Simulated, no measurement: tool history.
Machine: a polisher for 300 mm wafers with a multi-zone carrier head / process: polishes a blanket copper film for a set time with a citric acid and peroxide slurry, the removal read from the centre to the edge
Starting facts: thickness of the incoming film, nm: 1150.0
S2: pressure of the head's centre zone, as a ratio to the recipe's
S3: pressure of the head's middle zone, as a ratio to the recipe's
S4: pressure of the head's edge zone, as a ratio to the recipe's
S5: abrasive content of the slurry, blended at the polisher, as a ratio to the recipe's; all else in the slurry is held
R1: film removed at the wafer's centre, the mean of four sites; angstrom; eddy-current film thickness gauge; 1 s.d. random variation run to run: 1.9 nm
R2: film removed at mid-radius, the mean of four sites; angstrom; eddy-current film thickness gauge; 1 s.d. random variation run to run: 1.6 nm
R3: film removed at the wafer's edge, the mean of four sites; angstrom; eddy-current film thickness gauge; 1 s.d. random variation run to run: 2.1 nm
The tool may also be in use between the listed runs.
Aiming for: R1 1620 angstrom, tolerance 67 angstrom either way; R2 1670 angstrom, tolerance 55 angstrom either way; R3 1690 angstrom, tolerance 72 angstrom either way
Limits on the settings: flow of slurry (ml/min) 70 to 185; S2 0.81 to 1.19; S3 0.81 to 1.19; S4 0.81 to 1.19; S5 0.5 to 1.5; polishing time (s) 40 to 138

run 1 day=0 | flow_of_slurry_(ml/min)=120 S2=1 S3=1 S4=1 S5=1 polishing_time_(s)=88 | R1=2658.9 R2=2763 R3=2763.2
run 2 day=0.117 | flow_of_slurry_(ml/min)=115 S2=0.99 S3=0.98 S4=0.97 S5=0.9 polishing_time_(s)=82 | R1=2377 R2=2458.7 R3=2474.5
run 3 day=0.371 | flow_of_slurry_(ml/min)=115 S2=0.99 S3=0.95 S4=0.97 S5=0.9 polishing_time_(s)=82 | R1=2409.5 R2=2424.9 R3=2484.5
run 4 day=0.675 | flow_of_slurry_(ml/min)=110 S2=0.98 S3=0.94 S4=0.95 S5=0.8 polishing_time_(s)=77 | R1=2146.1 R2=2143.2 R3=2256.7
run 5 day=0.908 | flow_of_slurry_(ml/min)=110 S2=0.98 S3=0.94 S4=0.95 S5=0.7 polishing_time_(s)=77 | R1=2147.3 R2=2143.7 R3=2196.1
run 6 day=1.171 | flow_of_slurry_(ml/min)=105 S2=0.97 S3=0.94 S4=0.93 S5=0.65 polishing_time_(s)=74 | R1=1948.9 R2=1976.2 R3=2083.5
run 7 day=1.492 | flow_of_slurry_(ml/min)=105 S2=0.97 S3=0.95 S4=0.91 S5=0.6 polishing_time_(s)=71 | R1=1889.6 R2=1915.8 R3=1961
run 8 day=1.842 | flow_of_slurry_(ml/min)=100 S2=0.97 S3=0.95 S4=0.89 S5=0.6 polishing_time_(s)=70 | R1=1770.9 R2=1852.6 R3=1919.5
run 9 day=2.071 | flow_of_slurry_(ml/min)=95 S2=1.03 S3=0.97 S4=0.82 S5=0.5 polishing_time_(s)=62 | R1=1600.2 R2=1618.4 R3=1598.9
run 10 day=2.371 | flow_of_slurry_(ml/min)=95 S2=1.02 S3=0.97 S4=0.83 S5=0.5 polishing_time_(s)=62 | R1=1622.7 R2=1589.2 R3=1607.4
run 11 day=2.45 | flow_of_slurry_(ml/min)=95 S2=1.01 S3=0.97 S4=0.84 S5=0.5 polishing_time_(s)=62 | R1=1580.2 R2=1606.4 R3=1578.5
run 12 day=2.725 | flow_of_slurry_(ml/min)=95 S2=1 S3=0.96 S4=0.85 S5=0.5 polishing_time_(s)=62 | R1=1562.3 R2=1587.9 R3=1575

Pick the move, out of 4, that brings all results within their allowed miss; only one does.
run A day=3 | flow_of_slurry_(ml/min)=100 S2=1.08 S3=0.97 S4=0.81 S5=0.5 polishing_time_(s)=58 | R1=? R2=? R3=?
run B day=3 | flow_of_slurry_(ml/min)=110 S2=1.09 S3=0.89 S4=0.81 S5=0.5 polishing_time_(s)=58 | R1=? R2=? R3=?
run C day=3 | flow_of_slurry_(ml/min)=100 S2=0.86 S3=0.89 S4=0.92 S5=0.55 polishing_time_(s)=63 | R1=? R2=? R3=?
run D day=3 | flow_of_slurry_(ml/min)=85 S2=0.99 S3=0.96 S4=0.84 S5=0.55 polishing_time_(s)=67 | R1=? R2=? R3=?

move=A R1=1621.1 R2=1528 R3=1488.2
move=B R1=1690.8 R2=1464.2 R3=1519.7
move=C R1=1416.2 R2=1565.6 R3=1704.3
move=D R1=1624.1 R2=1672.6 R3=1693.4
A: moves away from the targets compared with the last run
B: moves away from the targets compared with the last run
C: gets the furthest-off result to its target, but another result is out of tolerance
D: all results land within tolerance of their targets
D meets every target.

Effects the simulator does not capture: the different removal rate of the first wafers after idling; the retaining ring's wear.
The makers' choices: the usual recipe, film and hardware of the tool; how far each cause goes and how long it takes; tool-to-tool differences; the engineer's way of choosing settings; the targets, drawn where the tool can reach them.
